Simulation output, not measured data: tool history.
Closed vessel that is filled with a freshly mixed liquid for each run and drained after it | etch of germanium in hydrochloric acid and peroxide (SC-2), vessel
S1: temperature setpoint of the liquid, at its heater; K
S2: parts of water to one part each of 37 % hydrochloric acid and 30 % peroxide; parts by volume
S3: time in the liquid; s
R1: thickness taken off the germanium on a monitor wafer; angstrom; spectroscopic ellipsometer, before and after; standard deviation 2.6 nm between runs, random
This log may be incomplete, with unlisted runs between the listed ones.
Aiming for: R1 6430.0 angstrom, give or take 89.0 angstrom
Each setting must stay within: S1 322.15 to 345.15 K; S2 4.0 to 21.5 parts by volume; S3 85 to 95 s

{"run": 1, "day": 0.0, "S1": 338.15, "S2": 12.0, "S3": 85, "R1": 5377.6}
{"run": 2, "day": 0.283, "S1": 331.15, "S2": 12.0, "S3": 85, "R1": 4390.2}
{"run": 3, "day": 0.325, "S1": 333.65, "S2": 12.0, "S3": 85, "R1": 4725.2}
{"run": 4, "day": 0.529, "S1": 333.65, "S2": 15.5, "S3": 85, "R1": 4525.8}
{"run": 5, "day": 0.671, "S1": 336.15, "S2": 15.5, "S3": 85, "R1": 4857.9}
{"run": 6, "day": 0.892, "S1": 336.15, "S2": 17.0, "S3": 85, "R1": 4779.6}
{"run": 7, "day": 1.133, "S1": 337.65, "S2": 16.5, "S3": 85, "R1": 4994.4}
{"run": 8, "day": 1.25, "S1": 339.15, "S2": 16.0, "S3": 85, "R1": 5296.3}
{"run": 9, "day": 1.521, "S1": 340.15, "S2": 16.0, "S3": 85, "R1": 5456.9}
{"run": 10, "day": 1.692, "S1": 340.15, "S2": 16.0, "S3": 85, "R1": 5391.6}
{"run": 11, "day": 1.754, "S1": 341.15, "S2": 15.5, "S3": 85, "R1": 5610.8}
{"run": 12, "day": 1.862, "S1": 341.65, "S2": 15.0, "S3": 85, "R1": 5706.8}
{"run": 13, "day": 2.246, "S1": 342.15, "S2": 14.5, "S3": 85, "R1": 5805.5}
{"run": 14, "day": 2.312, "S1": 342.65, "S2": 14.0, "S3": 85, "R1": 5925.2}
{"run": 15, "day": 2.525, "S1": 343.15, "S2": 14.0, "S3": 85, "R1": 6021.4}
{"run": 16, "day": 2.9, "S1": 343.65, "S2": 14.0, "S3": 85, "R1": 6086.5}
{"run": 17, "day": 3.258, "S1": 344.15, "S2": 14.0, "S3": 85, "R1": 6138.0}

5 next moves are on the table. One of them brings every result within its allowed miss. Which?
{"run": "A", "day": 3.617, "S1": 343.65, "S2": 12.5, "S3": 90, "R1": "?"}
{"run": "B", "day": 3.617, "S1": 345.15, "S2": 17.0, "S3": 90, "R1": "?"}
{"run": "C", "day": 3.617, "S1": 344.15, "S2": 12.0, "S3": 90, "R1": "?"}
{"run": "D", "day": 3.617, "S1": 344.15, "S2": 12.5, "S3": 90, "R1": "?"}
{"run": "E", "day": 3.617, "S1": 344.65, "S2": 9.5, "S3": 85, "R1": "?"}

move=A R1=6581.5
move=B R1=6467.1
move=C R1=6713.7
move=D R1=6671.0
move=E R1=6633.2
A: moves the result that the last run missed by most past its target, out the other side
B: all results land within tolerance of their targets
C: moves the result that the last run missed by most past its target, out the other side
D: moves the result that the last run missed by most past its target, out the other side
E: moves the result that the last run missed by most past its target, out the other side
So the answer is move B, the one that meets all the targets.
